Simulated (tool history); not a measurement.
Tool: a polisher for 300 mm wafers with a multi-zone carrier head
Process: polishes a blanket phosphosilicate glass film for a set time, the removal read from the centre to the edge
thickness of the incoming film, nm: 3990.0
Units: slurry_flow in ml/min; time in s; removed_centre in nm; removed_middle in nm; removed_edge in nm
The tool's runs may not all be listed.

run	day	slurry_flow	centre_zone	middle_zone	edge_zone	slurry_solids	time	removed_centre	removed_middle	removed_edge
1	0	250	1	1	1	1	52	270.98	265.83	278.85
2	0.267	240	1	0.97	0.96	0.95	52	260.07	258.09	268.64
3	0.508	240	1	0.91	0.96	0.95	52	261.3	240.99	265.49
4	0.575	240	1	0.99	0.96	0.95	52	256.21	259.07	262.96
5	0.917	230	1.02	0.96	0.95	0.95	52	256.57	259	263.54
6	0.988	230	1.02	0.96	0.95	0.95	42	211.06	199.25	211.24

The next listed run, before its measurement:
7	1.138	250	1.04	0.99	0.99	1	42	?	?	?

Run 7 gave removed_centre 223.29 nm, removed_middle 213.1 nm, removed_edge 223.6 nm.

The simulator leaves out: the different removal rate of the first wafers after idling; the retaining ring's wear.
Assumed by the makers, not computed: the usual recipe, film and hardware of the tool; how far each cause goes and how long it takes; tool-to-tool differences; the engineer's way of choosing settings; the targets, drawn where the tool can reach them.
